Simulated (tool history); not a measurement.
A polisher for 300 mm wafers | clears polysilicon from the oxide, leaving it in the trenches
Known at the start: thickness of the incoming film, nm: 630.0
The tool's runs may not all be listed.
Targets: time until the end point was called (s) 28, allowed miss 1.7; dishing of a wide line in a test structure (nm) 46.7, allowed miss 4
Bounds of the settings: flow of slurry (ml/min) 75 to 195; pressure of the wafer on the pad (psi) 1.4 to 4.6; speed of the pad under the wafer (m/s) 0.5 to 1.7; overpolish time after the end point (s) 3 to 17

| run | day | flow of slurry (ml/min) | pressure of the wafer on the pad (psi) | speed of the pad under the wafer (m/s) | overpolish time after the end point (s) | time until the end point was called (s) | dishing of a wide line in a test structure (nm) |
|---|---|---|---|---|---|---|---|
| 1 | 0 | 125 | 3 | 1.1 | 9 | 32.265 | 70.838 |
| 2 | 0.354 | 125 | 3 | 1.1 | 8 | 33.493 | 67.814 |
| 3 | 0.646 | 125 | 3.1 | 1.1 | 7 | 31.413 | 65.774 |
| 4 | 0.938 | 125 | 3.6 | 1.1 | 7 | 27.68 | 68.294 |
| 5 | 1.279 | 125 | 3.6 | 1.22 | 7 | 25.788 | 72.301 |
| 6 | 1.525 | 135 | 3.8 | 1.1 | 6 | 26.669 | 63.821 |
| 7 | 1.758 | 145 | 3.8 | 1.08 | 6 | 26.635 | 64.963 |
| 8 | 2.112 | 145 | 3.8 | 1.08 | 6 | 26.653 | 68.042 |
| 9 | 2.188 | 135 | 3.9 | 1.04 | 6 | 27.07 | 67.197 |
| 10 | 2.396 | 145 | 3.7 | 1.1 | 6 | 25.702 | 62.638 |

Which of these 4 next moves meets every target?
| A | 2.604 | 165 | 4.4 | 1.04 | 6 | ? | ? |
| B | 2.604 | 165 | 3.3 | 1.1 | 3 | ? | ? |
| C | 2.604 | 140 | 3 | 1.24 | 4 | ? | ? |
| D | 2.604 | 165 | 3.7 | 1.14 | 4 | ? | ? |

| move | time until the end point was called (s) | dishing of a wide line in a test structure (nm) |
|---|---|---|
| A | 22.738 | 67.742 |
| B | 27.759 | 45.564 |
| C | 27.607 | 53.687 |
| D | 24.267 | 57.133 |
A: further off than the last run
B: meets every target
C: nearer than the last run, and not there yet
D: nearer than the last run, and not there yet
Move B is the one to make.
